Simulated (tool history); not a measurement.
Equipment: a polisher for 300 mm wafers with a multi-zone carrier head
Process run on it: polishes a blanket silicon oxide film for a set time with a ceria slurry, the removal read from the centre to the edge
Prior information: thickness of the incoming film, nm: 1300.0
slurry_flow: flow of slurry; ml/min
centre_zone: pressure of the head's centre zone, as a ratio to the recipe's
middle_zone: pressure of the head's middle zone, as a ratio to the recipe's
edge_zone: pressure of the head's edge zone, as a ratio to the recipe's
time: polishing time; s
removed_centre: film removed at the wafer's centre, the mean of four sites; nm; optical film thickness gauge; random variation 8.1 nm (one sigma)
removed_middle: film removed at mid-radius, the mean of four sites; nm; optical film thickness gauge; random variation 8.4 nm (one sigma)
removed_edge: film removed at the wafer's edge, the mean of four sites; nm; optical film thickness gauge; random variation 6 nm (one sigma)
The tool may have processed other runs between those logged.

Run 1, day 0.000: slurry_flow 200 ml/min, centre_zone 1.00, middle_zone 1.00, edge_zone 1.00, time 70 s. Result: removed_centre 555.46 nm, removed_middle 553.47 nm, removed_edge 547.34 nm.
Run 2, day 0.075: slurry_flow 205 ml/min, centre_zone 1.01, middle_zone 1.00, edge_zone 1.02, time 72 s. Result: removed_centre 569.82 nm, removed_middle 580.16 nm, removed_edge 579.42 nm.
Run 3, day 0.150: slurry_flow 245 ml/min, centre_zone 1.01, middle_zone 1.00, edge_zone 1.02, time 72 s. Result: removed_centre 578.67 nm, removed_middle 589.64 nm, removed_edge 577.99 nm.
Run 4, day 0.183: slurry_flow 245 ml/min, centre_zone 1.02, middle_zone 0.99, edge_zone 1.04, time 73 s. Result: removed_centre 591.73 nm, removed_middle 595.51 nm, removed_edge 592.61 nm.
Run 5, day 0.242: slurry_flow 245 ml/min, centre_zone 1.05, middle_zone 0.99, edge_zone 1.04, time 73 s. Result: removed_centre 617.67 nm, removed_middle 595.10 nm, removed_edge 595.55 nm.
Run 6, day 0.567: slurry_flow 245 ml/min, centre_zone 1.05, middle_zone 0.98, edge_zone 1.05, time 74 s. Result: removed_centre 623.82 nm, removed_middle 596.22 nm, removed_edge 611.88 nm.
Run 7, day 0.879: slurry_flow 245 ml/min, centre_zone 1.06, middle_zone 0.98, edge_zone 1.06, time 75 s. Result: removed_centre 635.90 nm, removed_middle 606.87 nm, removed_edge 615.07 nm.
Run 8, day 0.962: slurry_flow 245 ml/min, centre_zone 1.06, middle_zone 0.97, edge_zone 1.07, time 76 s. Result: removed_centre 644.35 nm, removed_middle 606.85 nm, removed_edge 629.22 nm.
Run 9, day 1.208: slurry_flow 245 ml/min, centre_zone 1.06, middle_zone 0.97, edge_zone 1.08, time 77 s. Result: removed_centre 654.44 nm, removed_middle 620.32 nm, removed_edge 638.16 nm.
Run 10, day 1.579: slurry_flow 245 ml/min, centre_zone 1.06, middle_zone 0.96, edge_zone 1.09, time 78 s. Result: removed_centre 650.10 nm, removed_middle 621.11 nm, removed_edge 646.30 nm.
Run 11, day 1.883: slurry_flow 245 ml/min, centre_zone 1.06, middle_zone 0.95, edge_zone 1.10, time 79 s. Result: removed_centre 654.85 nm, removed_middle 626.18 nm, removed_edge 658.51 nm.

Predict the results of run 12:
Run 12, day 2.108: slurry_flow 275 ml/min, centre_zone 1.10, middle_zone 0.93, edge_zone 1.19, time 81 s. Result: removed_centre ?, removed_middle ?, removed_edge ?.

Logged for run 12: removed_centre 717.70 nm, removed_middle 647.13 nm, removed_edge 693.97 nm.
